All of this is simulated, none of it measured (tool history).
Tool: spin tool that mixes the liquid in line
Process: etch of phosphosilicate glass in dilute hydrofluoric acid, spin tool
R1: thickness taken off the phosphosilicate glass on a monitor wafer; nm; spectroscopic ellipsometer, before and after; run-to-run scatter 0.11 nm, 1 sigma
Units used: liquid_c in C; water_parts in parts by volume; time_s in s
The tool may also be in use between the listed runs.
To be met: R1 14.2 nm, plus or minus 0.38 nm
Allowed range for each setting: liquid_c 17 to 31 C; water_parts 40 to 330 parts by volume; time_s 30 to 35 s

{"run": 1, "hour": 0.0, "liquid_c": 23, "water_parts": 185, "time_s": 35, "R1": 12.208}
{"run": 2, "hour": 7.9, "liquid_c": 23, "water_parts": 185, "time_s": 30, "R1": 10.799}
{"run": 3, "hour": 9.6, "liquid_c": 23, "water_parts": 245, "time_s": 30, "R1": 7.6242}
{"run": 4, "hour": 18.4, "liquid_c": 24.5, "water_parts": 235, "time_s": 30, "R1": 8.4438}
{"run": 5, "hour": 23.2, "liquid_c": 24.5, "water_parts": 235, "time_s": 35, "R1": 9.8891}
{"run": 6, "hour": 29.8, "liquid_c": 25.5, "water_parts": 235, "time_s": 35, "R1": 10.277}
{"run": 7, "hour": 35.0, "liquid_c": 26.5, "water_parts": 235, "time_s": 35, "R1": 10.634}
{"run": 8, "hour": 42.7, "liquid_c": 27.5, "water_parts": 235, "time_s": 35, "R1": 10.987}
{"run": 9, "hour": 48.1, "liquid_c": 27.5, "water_parts": 235, "time_s": 35, "R1": 10.955}
{"run": 10, "hour": 50.8, "liquid_c": 28, "water_parts": 230, "time_s": 35, "R1": 11.52}
{"run": 11, "hour": 54.7, "liquid_c": 28.5, "water_parts": 225, "time_s": 35, "R1": 11.975}
{"run": 12, "hour": 60.4, "liquid_c": 29, "water_parts": 220, "time_s": 35, "R1": 12.502}
{"hour": 63.8, "done": "hydrofluoric acid flow meter replaced"}
{"run": 13, "hour": 63.8, "liquid_c": 29.5, "water_parts": 220, "time_s": 35, "R1": 11.974}
{"run": 14, "hour": 65.1, "liquid_c": 29.5, "water_parts": 215, "time_s": 35, "R1": 12.371}
{"run": 15, "hour": 73.6, "liquid_c": 29.5, "water_parts": 210, "time_s": 35, "R1": 12.736}
{"run": 16, "hour": 78.3, "liquid_c": 29.5, "water_parts": 205, "time_s": 35, "R1": 13.136}

Exercise: of the 4 proposed moves below, exactly one satisfies all targets within the stated allowed misses. Which move is it?
{"run": "A", "hour": 83.0, "liquid_c": 30, "water_parts": 200, "time_s": 30, "R1": "?"}
{"run": "B", "hour": 83.0, "liquid_c": 28, "water_parts": 195, "time_s": 35, "R1": "?"}
{"run": "C", "hour": 83.0, "liquid_c": 28.5, "water_parts": 225, "time_s": 35, "R1": "?"}
{"run": "D", "hour": 83.0, "liquid_c": 30, "water_parts": 195, "time_s": 35, "R1": "?"}

move=A R1=11.632
move=B R1=13.056
move=C R1=11.118
move=D R1=14.005
A: further off than the last run
B: further off than the last run
C: further off than the last run
D: every result lands within tolerance
Go with D: it meets all targets.

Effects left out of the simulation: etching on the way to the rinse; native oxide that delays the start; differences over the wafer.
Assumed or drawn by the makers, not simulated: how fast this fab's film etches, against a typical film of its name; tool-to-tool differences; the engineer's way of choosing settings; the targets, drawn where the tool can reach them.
